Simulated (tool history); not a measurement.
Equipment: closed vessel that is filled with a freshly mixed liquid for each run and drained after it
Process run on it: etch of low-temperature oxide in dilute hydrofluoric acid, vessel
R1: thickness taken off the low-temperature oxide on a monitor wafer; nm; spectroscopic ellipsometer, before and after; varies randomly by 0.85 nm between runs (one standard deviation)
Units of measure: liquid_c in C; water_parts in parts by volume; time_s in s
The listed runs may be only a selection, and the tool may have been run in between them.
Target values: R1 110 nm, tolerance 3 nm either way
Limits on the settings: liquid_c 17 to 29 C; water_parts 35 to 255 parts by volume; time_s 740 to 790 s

run 1 hour=0 | liquid_c=21 water_parts=145 time_s=740 | R1=55.659
run 2 hour=6.1 | liquid_c=21 water_parts=110 time_s=740 | R1=76.409
run 3 hour=13.1 | liquid_c=19.5 water_parts=110 time_s=740 | R1=72.006
run 4 hour=17.6 | liquid_c=22.5 water_parts=105 time_s=740 | R1=85.25
run 5 hour=23.4 | liquid_c=19.5 water_parts=105 time_s=740 | R1=75.061
run 6 hour=30.9 | liquid_c=22 water_parts=105 time_s=740 | R1=83.006
run 7 hour=36.9 | liquid_c=24 water_parts=105 time_s=740 | R1=90.731
run 8 hour=45.3 | liquid_c=25.5 water_parts=105 time_s=740 | R1=95.867
run 9 hour=49.9 | liquid_c=26.5 water_parts=105 time_s=740 | R1=99.588
run 10 hour=52.6 | liquid_c=27 water_parts=105 time_s=740 | R1=101.95
run 11 hour=56.7 | liquid_c=27.5 water_parts=105 time_s=740 | R1=103.7
run 12 hour=65.3 | liquid_c=28 water_parts=105 time_s=740 | R1=105.89

Next run, 4 choices. One meets every target within its allowed miss, the rest don't. Which?
run A hour=73.9 | liquid_c=26.5 water_parts=100 time_s=770 | R1=?
run B hour=73.9 | liquid_c=28.5 water_parts=110 time_s=740 | R1=?
run C hour=73.9 | liquid_c=28 water_parts=110 time_s=775 | R1=?
run D hour=73.9 | liquid_c=29 water_parts=120 time_s=785 | R1=?

move=A R1=111.26
move=B R1=103.42
move=C R1=106.3
move=D R1=101.02
A: all results in spec
B: misses by more than the last run did
C: nearer the targets than the last run, but a result is still out of spec
D: misses by more than the last run did
The move that meets every target is A.
